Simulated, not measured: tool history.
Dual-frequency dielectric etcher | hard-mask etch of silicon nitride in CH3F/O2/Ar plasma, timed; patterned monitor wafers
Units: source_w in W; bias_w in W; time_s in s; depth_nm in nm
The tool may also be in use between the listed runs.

| run | hour | source_w | bias_w | time_s | depth_nm |
|---|---|---|---|---|---|
| 1 | 0.0 | 390 | 76 | 227.0 | 178.20 |
| 2 | 4.9 | 390 | 76 | 236.5 | 185.97 |
| 3 | 7.6 | 390 | 86 | 236.5 | 193.23 |
| 4 | 15.3 | 430 | 86 | 236.5 | 200.67 |
| 5 | 19.8 | 430 | 86 | 236.5 | 197.02 |
| 6 | 22.8 | 480 | 86 | 236.5 | 205.85 |
| 7 | 23.6 | 420 | 75 | 234.0 | 186.54 |
| 8 | 29.8 | 380 | 67 | 232.0 | 174.69 |

Run 9 comes next. What will it give?
| 9 | 36.0 | 300 | 52 | 227.0 | ? |

Run 9 gave depth_nm 149.60 nm.
